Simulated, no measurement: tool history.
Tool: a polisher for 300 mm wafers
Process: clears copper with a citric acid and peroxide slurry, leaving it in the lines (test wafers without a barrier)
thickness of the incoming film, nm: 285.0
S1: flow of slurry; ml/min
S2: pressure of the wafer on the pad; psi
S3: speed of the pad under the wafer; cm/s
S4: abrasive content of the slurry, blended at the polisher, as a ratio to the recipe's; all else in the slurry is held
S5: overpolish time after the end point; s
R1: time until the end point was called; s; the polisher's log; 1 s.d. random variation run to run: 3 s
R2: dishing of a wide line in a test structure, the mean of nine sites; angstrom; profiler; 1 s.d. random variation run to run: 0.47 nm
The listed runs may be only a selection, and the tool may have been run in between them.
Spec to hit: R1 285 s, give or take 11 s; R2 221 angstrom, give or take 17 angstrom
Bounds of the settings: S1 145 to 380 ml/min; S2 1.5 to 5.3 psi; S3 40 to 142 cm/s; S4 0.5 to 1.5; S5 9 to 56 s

Run 1, hour 0: S1 245 ml/min, S2 3.4 psi, S3 90 cm/s, S4 1, S5 29 s. Result: R1 117.86 s, R2 352.03 angstrom.
Run 2, hour 5.7: S1 245 ml/min, S2 3.4 psi, S3 90 cm/s, S4 1, S5 22 s. Result: R1 119.3 s, R2 310.7 angstrom.
Run 3, hour 6.8: S1 245 ml/min, S2 3.4 psi, S3 90 cm/s, S4 1.1, S5 22 s. Result: R1 114.04 s, R2 298.9 angstrom.
Run 4, hour 11.1: S1 280 ml/min, S2 3.4 psi, S3 90 cm/s, S4 1.1, S5 22 s. Result: R1 112.91 s, R2 318.23 angstrom.
Run 5, hour 12.1: S1 275 ml/min, S2 3.2 psi, S3 86 cm/s, S4 1.1, S5 23 s. Result: R1 123.99 s, R2 317.22 angstrom.
Run 6, hour 19.6: S1 275 ml/min, S2 3.6 psi, S3 86 cm/s, S4 1.1, S5 23 s. Result: R1 111.82 s, R2 314.46 angstrom.
Run 7, hour 24.1: S1 275 ml/min, S2 3.4 psi, S3 82 cm/s, S4 1.1, S5 23 s. Result: R1 123.11 s, R2 303.93 angstrom.
Run 8, hour 27.3: S1 270 ml/min, S2 3.2 psi, S3 78 cm/s, S4 1.1, S5 23 s. Result: R1 136.52 s, R2 296.27 angstrom.
Run 9, hour 31.2: S1 265 ml/min, S2 3 psi, S3 76 cm/s, S4 1.1, S5 23 s. Result: R1 152.38 s, R2 271.85 angstrom.
Run 10, hour 38.7: S1 240 ml/min, S2 2 psi, S3 64 cm/s, S4 1.1, S5 36 s. Result: R1 263.17 s, R2 252.93 angstrom.
Run 11, hour 46.8: S1 240 ml/min, S2 2 psi, S3 64 cm/s, S4 1.1, S5 36 s. Result: R1 263.27 s, R2 254.77 angstrom.
Run 12, hour 52.1: S1 235 ml/min, S2 2 psi, S3 64 cm/s, S4 1.1, S5 35 s. Result: R1 265.19 s, R2 242.61 angstrom.
Run 13, hour 57.2: S1 230 ml/min, S2 2 psi, S3 64 cm/s, S4 1.1, S5 35 s. Result: R1 264.64 s, R2 235.85 angstrom.
Run 14, hour 62.7: S1 225 ml/min, S2 2 psi, S3 64 cm/s, S4 1.1, S5 35 s. Result: R1 266.28 s, R2 240.95 angstrom.
Run 15, hour 70.7: S1 220 ml/min, S2 2 psi, S3 64 cm/s, S4 1.1, S5 35 s. Result: R1 267.68 s, R2 245.56 angstrom.
Run 16, hour 79.2: S1 215 ml/min, S2 2 psi, S3 64 cm/s, S4 1.1, S5 35 s. Result: R1 266.85 s, R2 242.82 angstrom.

Which single option among these 5 for the next run brings every result within its allowed miss of target? Just one does.
Run A, hour 87.7: S1 290 ml/min, S2 2 psi, S3 64 cm/s, S4 1.05, S5 38 s. Result: R1 ?, R2 ?.
Run B, hour 87.7: S1 215 ml/min, S2 3.2 psi, S3 44 cm/s, S4 1, S5 40 s. Result: R1 ?, R2 ?.
Run C, hour 87.7: S1 285 ml/min, S2 2.5 psi, S3 50 cm/s, S4 1.05, S5 48 s. Result: R1 ?, R2 ?.
Run D, hour 87.7: S1 200 ml/min, S2 1.9 psi, S3 68 cm/s, S4 1.2, S5 37 s. Result: R1 ?, R2 ?.
Run E, hour 87.7: S1 255 ml/min, S2 2.2 psi, S3 52 cm/s, S4 1.15, S5 32 s. Result: R1 ?, R2 ?.

move      R1      R2
   A  263.64  260.01
   B  250.39  283.51
   C  269.89  301.36
   D  259.32  257.56
   E  288.06   217.1
A: the biggest miss grows against the last run
B: the biggest miss grows against the last run
C: the biggest miss grows against the last run
D: the biggest miss grows against the last run
E: all results in spec
Answer: E
